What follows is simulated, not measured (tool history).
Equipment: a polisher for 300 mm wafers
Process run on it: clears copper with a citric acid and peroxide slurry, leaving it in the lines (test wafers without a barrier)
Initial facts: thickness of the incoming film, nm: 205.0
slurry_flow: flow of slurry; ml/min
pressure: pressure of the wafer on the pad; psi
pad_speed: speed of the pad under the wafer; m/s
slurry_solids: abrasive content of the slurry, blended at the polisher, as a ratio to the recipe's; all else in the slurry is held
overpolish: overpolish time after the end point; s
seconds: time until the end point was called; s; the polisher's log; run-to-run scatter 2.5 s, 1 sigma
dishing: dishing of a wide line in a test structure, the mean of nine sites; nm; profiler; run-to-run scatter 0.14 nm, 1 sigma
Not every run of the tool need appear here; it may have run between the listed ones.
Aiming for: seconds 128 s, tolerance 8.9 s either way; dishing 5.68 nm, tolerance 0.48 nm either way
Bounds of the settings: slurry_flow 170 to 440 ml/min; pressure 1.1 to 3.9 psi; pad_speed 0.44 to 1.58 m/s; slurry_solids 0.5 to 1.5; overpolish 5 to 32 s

{"run": 1, "day": 0.0, "slurry_flow": 280, "pressure": 2.5, "pad_speed": 1, "slurry_solids": 1, "overpolish": 16, "seconds": 115.25, "dishing": 19.354}
{"run": 2, "day": 0.238, "slurry_flow": 280, "pressure": 2.4, "pad_speed": 1.02, "slurry_solids": 1, "overpolish": 15, "seconds": 114.32, "dishing": 17.982}
{"run": 3, "day": 0.288, "slurry_flow": 275, "pressure": 2.2, "pad_speed": 1.04, "slurry_solids": 1, "overpolish": 14, "seconds": 125.01, "dishing": 15.909}
{"run": 4, "day": 0.529, "slurry_flow": 335, "pressure": 2.2, "pad_speed": 1.04, "slurry_solids": 1, "overpolish": 14, "seconds": 121.81, "dishing": 16.127}
{"run": 5, "day": 0.712, "slurry_flow": 335, "pressure": 2.2, "pad_speed": 1.04, "slurry_solids": 0.8, "overpolish": 14, "seconds": 125.64, "dishing": 15.504}
{"run": 6, "day": 0.929, "slurry_flow": 350, "pressure": 2.1, "pad_speed": 1.06, "slurry_solids": 0.75, "overpolish": 13, "seconds": 131.02, "dishing": 14.054}
{"run": 7, "day": 1.183, "slurry_flow": 360, "pressure": 2, "pad_speed": 1.08, "slurry_solids": 0.7, "overpolish": 12, "seconds": 131.64, "dishing": 11.928}
{"run": 8, "day": 1.296, "slurry_flow": 360, "pressure": 1.9, "pad_speed": 1.12, "slurry_solids": 0.65, "overpolish": 11, "seconds": 143.21, "dishing": 10.811}
{"run": 9, "day": 1.596, "slurry_flow": 420, "pressure": 1.9, "pad_speed": 0.84, "slurry_solids": 0.9, "overpolish": 5, "seconds": 174.08, "dishing": 4.2582}
{"run": 10, "day": 1.65, "slurry_flow": 425, "pressure": 2, "pad_speed": 0.84, "slurry_solids": 0.9, "overpolish": 5, "seconds": 159.02, "dishing": 4.3705}
{"run": 11, "day": 1.788, "slurry_flow": 425, "pressure": 2.1, "pad_speed": 0.84, "slurry_solids": 0.9, "overpolish": 5, "seconds": 152.81, "dishing": 4.677}
{"run": 12, "day": 2.067, "slurry_flow": 420, "pressure": 2.3, "pad_speed": 0.84, "slurry_solids": 0.9, "overpolish": 5, "seconds": 144.14, "dishing": 5.13}

5 candidate next runs follow, results not yet known. Just one meets every target within its allowed miss. Identify it.
{"run": "A", "day": 2.346, "slurry_flow": 435, "pressure": 2.2, "pad_speed": 0.8, "slurry_solids": 0.7, "overpolish": 8, "seconds": "?", "dishing": "?"}
{"run": "B", "day": 2.346, "slurry_flow": 435, "pressure": 2.1, "pad_speed": 1.06, "slurry_solids": 0.75, "overpolish": 5, "seconds": "?", "dishing": "?"}
{"run": "C", "day": 2.346, "slurry_flow": 435, "pressure": 1.9, "pad_speed": 0.92, "slurry_solids": 0.95, "overpolish": 8, "seconds": "?", "dishing": "?"}
{"run": "D", "day": 2.346, "slurry_flow": 365, "pressure": 1.9, "pad_speed": 0.9, "slurry_solids": 1.1, "overpolish": 8, "seconds": "?", "dishing": "?"}
{"run": "E", "day": 2.346, "slurry_flow": 410, "pressure": 2.9, "pad_speed": 0.82, "slurry_solids": 1.2, "overpolish": 5, "seconds": "?", "dishing": "?"}

move=A seconds=158.4 dishing=7.2691
move=B seconds=127.28 dishing=5.6918
move=C seconds=153.4 dishing=7.4784
move=D seconds=154.17 dishing=7.4425
move=E seconds=109.06 dishing=6.6419
A: the biggest miss grows against the last run
B: each result inside its tolerance
C: the biggest miss grows against the last run
D: the biggest miss grows against the last run
E: carries the result that was furthest off beyond its target, to the other side
Move B is the one to make.
